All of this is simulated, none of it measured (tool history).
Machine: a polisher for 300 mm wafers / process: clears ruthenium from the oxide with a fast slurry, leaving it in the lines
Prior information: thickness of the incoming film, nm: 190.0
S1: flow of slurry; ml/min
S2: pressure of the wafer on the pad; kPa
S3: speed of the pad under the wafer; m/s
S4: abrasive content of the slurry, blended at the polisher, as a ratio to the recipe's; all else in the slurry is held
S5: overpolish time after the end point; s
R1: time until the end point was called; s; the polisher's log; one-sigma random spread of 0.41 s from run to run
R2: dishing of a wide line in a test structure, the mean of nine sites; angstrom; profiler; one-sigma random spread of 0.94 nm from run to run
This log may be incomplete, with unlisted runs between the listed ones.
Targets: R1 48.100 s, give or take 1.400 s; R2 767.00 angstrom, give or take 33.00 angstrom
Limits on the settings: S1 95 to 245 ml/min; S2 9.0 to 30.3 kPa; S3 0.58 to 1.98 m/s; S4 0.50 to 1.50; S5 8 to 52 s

run	hour	S1	S2	S3	S4	S5	R1	R2
1	0.0	155	19.3	1.28	1.00	26	32.454	1040.90
2	6.9	145	17.2	1.28	1.00	26	36.122	941.21
3	8.7	140	15.2	1.28	1.00	27	41.171	903.17
4	17.3	140	17.9	1.28	1.00	27	35.733	1022.60
5	20.9	135	15.9	1.28	1.00	26	39.852	900.02
6	23.7	130	14.5	1.28	1.00	26	44.852	829.63
7	30.3	125	14.5	1.28	1.00	26	44.456	842.90
8	34.1	120	14.5	1.28	1.00	25	44.709	785.03
# hour 38.2: head pressure recalibrated
9	38.2	115	14.5	1.28	1.00	25	50.603	704.22

Which single option among these 4 for the next run brings every result within its allowed miss of target? Just one does.
A	42.3	110	17.2	1.20	1.00	22	?	?
B	42.3	100	13.1	1.24	1.05	26	?	?
C	42.3	140	14.5	1.22	1.05	23	?	?
D	42.3	95	17.2	1.20	1.00	26	?	?

move	R1	R2
A	45.389	701.08
B	58.162	655.29
C	49.122	681.21
D	47.434	775.32
A: lands further from the targets than the last run did
B: lands further from the targets than the last run did
C: lands further from the targets than the last run did
D: every result lands within tolerance
Correct choice: D, which meets every target
